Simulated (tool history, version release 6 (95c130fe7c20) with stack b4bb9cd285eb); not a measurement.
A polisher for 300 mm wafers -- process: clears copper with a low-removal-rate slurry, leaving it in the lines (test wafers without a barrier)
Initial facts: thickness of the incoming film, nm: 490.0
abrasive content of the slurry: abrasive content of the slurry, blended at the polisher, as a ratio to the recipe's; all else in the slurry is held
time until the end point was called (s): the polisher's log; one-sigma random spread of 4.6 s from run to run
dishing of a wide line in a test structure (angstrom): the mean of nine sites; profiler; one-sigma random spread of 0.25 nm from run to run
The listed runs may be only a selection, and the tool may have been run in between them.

run    day  flow of slurry (ml/min)  pressure of the wafer on the pad (kPa)  speed of the pad under the wafer (cm/s)  abrasive content of the slurry  overpolish time after the end point (s)  time until the end point was called (s)  dishing of a wide line in a test structure (angstrom)
  1  0.000                      295                                    22.1                                      126                            1.00                                       16                                  107.490                                                 371.21
  2  0.112                      295                                    20.0                                      114                            1.00                                       15                                  125.090                                                 300.20
  3  0.192                      295                                    25.5                                      114                            1.00                                       15                                  101.560                                                 368.76
  4  0.562                      295                                    25.5                                      114                            1.20                                       15                                  101.050                                                 385.27
  5  0.829                      295                                    28.3                                      114                            1.20                                       15                                   89.854                                                 415.24
  6  1.129                      290                                    24.8                                      102                            1.20                                       14                                  108.450                                                 322.74
  7  1.450                      285                                    21.4                                       92                            1.15                                       14                                  143.980                                                 267.63
  8  1.788                      285                                    19.3                                       88                            1.15                                       13                                  159.990                                                 225.77
  9  1.900                      285                                    17.2                                       86                            1.15                                       13                                  185.650                                                 199.22
 10  2.238                      285                                    15.9                                       86                            1.15                                       13                                  195.680                                                 183.76
 11  2.604                      285                                    14.5                                       86                            1.15                                       13                                  212.820                                                 176.32
 12  2.892                      285                                    13.8                                       86                            1.15                                       13                                  221.350                                                 174.57
 13  3.004                      285                                    13.1                                       86                            1.15                                       13                                  231.570                                                 168.28

Run 14 is up next; what results do you expect?
 14  3.058                      285                                    12.4                                       86                            1.15                                       13                                        ?                                                      ?

Run 14 came out at time until the end point was called (s) 244.320, dishing of a wide line in a test structure (angstrom) 159.87.
